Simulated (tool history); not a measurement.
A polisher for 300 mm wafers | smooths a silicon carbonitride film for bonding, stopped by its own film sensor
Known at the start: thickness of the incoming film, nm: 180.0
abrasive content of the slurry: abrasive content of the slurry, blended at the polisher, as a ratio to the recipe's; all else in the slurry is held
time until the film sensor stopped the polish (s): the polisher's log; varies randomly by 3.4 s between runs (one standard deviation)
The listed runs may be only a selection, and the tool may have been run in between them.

run	day	flow of slurry (ml/min)	pressure of the wafer on the pad (psi)	speed of the pad under the wafer (m/s)	abrasive content of the slurry	target thickness at which the film sensor stops the polish (nm)	time until the film sensor stopped the polish (s)
1	0	220	2.5	1.06	1	142	129.29
2	0.354	220	2	0.96	1	142	170.96
3	0.729	220	2	0.96	1.15	142	162.31
4	0.921	220	2	0.96	1.15	142	164.31
5	1.212	220	1.7	0.88	1.15	142	205.45
6	1.538	220	1.5	0.86	1.15	142	227.16

Forecast run 7:
7	1.808	220	1.4	0.84	1.15	142	?

Run 7 measured time until the film sensor stopped the polish (s) 254.41.
